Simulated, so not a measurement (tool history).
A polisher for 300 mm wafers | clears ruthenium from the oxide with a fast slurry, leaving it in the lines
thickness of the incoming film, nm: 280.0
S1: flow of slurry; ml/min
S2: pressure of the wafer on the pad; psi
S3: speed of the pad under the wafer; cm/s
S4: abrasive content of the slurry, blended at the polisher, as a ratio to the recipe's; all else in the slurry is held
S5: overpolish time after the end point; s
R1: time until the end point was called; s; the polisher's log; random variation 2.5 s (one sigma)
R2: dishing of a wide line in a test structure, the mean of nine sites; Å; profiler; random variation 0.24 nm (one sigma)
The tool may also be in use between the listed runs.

Run 1, day 0.000: S1 160 ml/min, S2 2.3 psi, S3 84 cm/s, S4 1.0, S5 16 s. Result: R1 100.08 s, R2 356.46 Å.
Run 2, day 0.250: S1 160 ml/min, S2 2.3 psi, S3 84 cm/s, S4 0.9, S5 16 s. Result: R1 105.96 s, R2 350.12 Å.
Run 3, day 0.458: S1 160 ml/min, S2 1.9 psi, S3 78 cm/s, S4 0.9, S5 14 s. Result: R1 136.55 s, R2 238.02 Å.
Run 4, day 0.729: S1 160 ml/min, S2 1.6 psi, S3 76 cm/s, S4 0.9, S5 13 s. Result: R1 168.11 s, R2 186.81 Å.
Run 5, day 0.767: S1 160 ml/min, S2 1.4 psi, S3 76 cm/s, S4 0.9, S5 12 s. Result: R1 188.42 s, R2 149.92 Å.
Run 6, day 1.054: S1 155 ml/min, S2 1.3 psi, S3 76 cm/s, S4 0.9, S5 12 s. Result: R1 198.25 s, R2 136.23 Å.
Run 7, day 1.408: S1 130 ml/min, S2 1.0 psi, S3 76 cm/s, S4 0.9, S5 12 s. Result: R1 273.39 s, R2 105.71 Å.
Run 8, day 1.458: S1 140 ml/min, S2 1.0 psi, S3 76 cm/s, S4 0.9, S5 12 s. Result: R1 264.90 s, R2 108.17 Å.
Run 9, day 1.679: S1 150 ml/min, S2 1.0 psi, S3 76 cm/s, S4 0.9, S5 12 s. Result: R1 262.86 s, R2 109.75 Å.
Run 10, day 1.783: S1 165 ml/min, S2 1.0 psi, S3 76 cm/s, S4 0.9, S5 12 s. Result: R1 253.45 s, R2 112.27 Å.

Forecast run 11:
Run 11, day 1.967: S1 175 ml/min, S2 1.0 psi, S3 76 cm/s, S4 0.9, S5 12 s. Result: R1 ?, R2 ?.

{"run 11": {"R1": 253.99, "R2": 114.07}}

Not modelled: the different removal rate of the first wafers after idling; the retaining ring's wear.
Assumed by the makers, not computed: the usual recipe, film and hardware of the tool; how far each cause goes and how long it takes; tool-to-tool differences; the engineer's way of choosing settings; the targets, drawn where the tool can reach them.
